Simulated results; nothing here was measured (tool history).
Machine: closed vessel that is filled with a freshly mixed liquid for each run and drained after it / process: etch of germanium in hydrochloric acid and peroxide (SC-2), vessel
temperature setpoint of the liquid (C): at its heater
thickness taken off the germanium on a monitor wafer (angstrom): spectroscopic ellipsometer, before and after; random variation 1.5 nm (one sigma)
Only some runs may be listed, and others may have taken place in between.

run  hour  temperature setpoint of the liquid (C)  parts of water to one part each of 37 % hydrochloric acid and 30 % peroxide (parts by volume)  time in the liquid (s)  thickness taken off the germanium on a monitor wafer (angstrom)
  1     0                                      49                                                                                            9.5                      90                                                           2161.9
  2   1.3                                      50                                                                                            9.5                      90                                                           2249.6
  3  10.4                                      50                                                                                           11.5                      90                                                           2222.9
  4    18                                      50                                                                                           11.5                      95                                                             2348
  5  20.3                                    50.5                                                                                           11.5                      95                                                           2377.2
  6  25.1                                      51                                                                                           11.5                      95                                                           2389.3

For run 7, what comes out?
  7  30.6                                    51.5                                                                                           11.5                      95                                                                ?

{"run 7": {"thickness taken off the germanium on a monitor wafer (angstrom)": 2460.4}}
